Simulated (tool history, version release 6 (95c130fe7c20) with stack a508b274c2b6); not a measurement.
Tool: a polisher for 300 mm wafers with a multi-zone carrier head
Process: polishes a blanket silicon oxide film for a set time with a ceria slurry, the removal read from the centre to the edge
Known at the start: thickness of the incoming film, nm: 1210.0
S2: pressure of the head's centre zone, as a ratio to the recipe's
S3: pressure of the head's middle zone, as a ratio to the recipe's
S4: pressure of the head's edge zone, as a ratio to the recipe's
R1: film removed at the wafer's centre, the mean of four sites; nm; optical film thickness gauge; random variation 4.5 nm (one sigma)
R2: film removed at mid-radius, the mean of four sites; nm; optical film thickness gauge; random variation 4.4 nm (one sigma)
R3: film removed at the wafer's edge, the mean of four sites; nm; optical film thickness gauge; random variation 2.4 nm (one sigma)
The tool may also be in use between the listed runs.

Run 1, hour 0.0: flow of slurry (ml/min) 135, S2 1.00, S3 1.00, S4 1.00, polishing time (s) 35. Result: R1 194.71 nm, R2 204.24 nm, R3 195.15 nm.
Run 2, hour 3.5: flow of slurry (ml/min) 110, S2 1.00, S3 1.00, S4 1.00, polishing time (s) 35. Result: R1 193.25 nm, R2 199.57 nm, R3 189.90 nm.
Run 3, hour 6.9: flow of slurry (ml/min) 110, S2 1.00, S3 0.91, S4 1.00, polishing time (s) 35. Result: R1 183.87 nm, R2 180.47 nm, R3 191.63 nm.
Run 4, hour 8.4: flow of slurry (ml/min) 110, S2 1.00, S3 0.91, S4 1.07, polishing time (s) 35. Result: R1 194.71 nm, R2 177.33 nm, R3 197.53 nm.
Run 5, hour 9.8: flow of slurry (ml/min) 125, S2 1.02, S3 0.99, S4 1.09, polishing time (s) 38. Result: R1 212.72 nm, R2 220.20 nm, R3 218.43 nm.
Run 6, hour 17.9: flow of slurry (ml/min) 125, S2 1.02, S3 0.99, S4 1.17, polishing time (s) 38. Result: R1 213.51 nm, R2 221.66 nm, R3 226.50 nm.

Forecast run 7:
Run 7, hour 25.2: flow of slurry (ml/min) 135, S2 1.07, S3 1.01, S4 1.13, polishing time (s) 40. Result: R1 ?, R2 ?, R3 ?.

{"run 7": {"R1": 237.28, "R2": 237.63, "R3": 236.24}}
